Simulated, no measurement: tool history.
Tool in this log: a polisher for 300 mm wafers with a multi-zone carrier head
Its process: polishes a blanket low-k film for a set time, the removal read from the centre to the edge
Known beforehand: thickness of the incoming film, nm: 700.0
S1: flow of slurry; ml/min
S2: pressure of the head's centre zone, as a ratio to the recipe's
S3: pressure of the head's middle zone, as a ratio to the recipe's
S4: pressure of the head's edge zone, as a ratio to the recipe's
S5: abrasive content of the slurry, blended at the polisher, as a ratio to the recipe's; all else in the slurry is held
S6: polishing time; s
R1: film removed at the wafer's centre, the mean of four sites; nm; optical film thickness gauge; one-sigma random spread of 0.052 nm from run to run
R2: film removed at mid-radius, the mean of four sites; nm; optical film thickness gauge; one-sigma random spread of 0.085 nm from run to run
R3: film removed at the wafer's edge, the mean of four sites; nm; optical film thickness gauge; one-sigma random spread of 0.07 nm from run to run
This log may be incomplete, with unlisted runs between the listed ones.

run  hour   S1    S2    S3    S4    S5  S6      R1      R2      R3
  1     0  130     1     1     1     1  30  12.981  13.122  12.759
  2   7.6  130     1     1     1   0.9  30  12.541  12.559  12.408
  3  10.7  125  0.98     1  0.97  0.85  28  11.154   11.34  10.873
  4  14.1  125  0.98     1     1  0.85  28  11.039  11.156  11.267
  5  16.6  120  0.95  0.99  0.97   0.8  27  10.022  10.437  10.314
  6  24.8  115  0.93  0.98  0.95  0.75  26   9.047  9.7715  9.4375
  7  32.8  115  0.93  0.98  0.95  0.75  26  9.0765  9.6086  9.4325
  8  38.4  110  0.91  0.96  0.93   0.7  26  8.5945  9.2372  9.1635
  9  44.6  110   0.9  0.95  0.91  0.65  25   7.979  8.6129    8.43
 10  48.5  110  0.89  0.94   0.9   0.6  25  7.5604  8.3897  8.0345
 11  56.4  110  0.88  0.92  0.89   0.6  25  7.3911  8.3062  7.9838
 12  57.1  105  0.88   0.9  0.88   0.6  25  7.2898  7.9911  7.8415
 13  61.7  105  0.88  0.89  0.87   0.6  25  7.3475  7.9547  7.9299
 14  67.1   95  0.87  0.89  0.83   0.5  23  5.9892  6.5149  6.4395

For run 15, what comes out?
 15  71.3  100  0.87  0.89  0.84  0.5  23   ?   ?   ?

{"run 15": {"R1": 5.9987, "R2": 6.6945, "R3": 6.6462}}
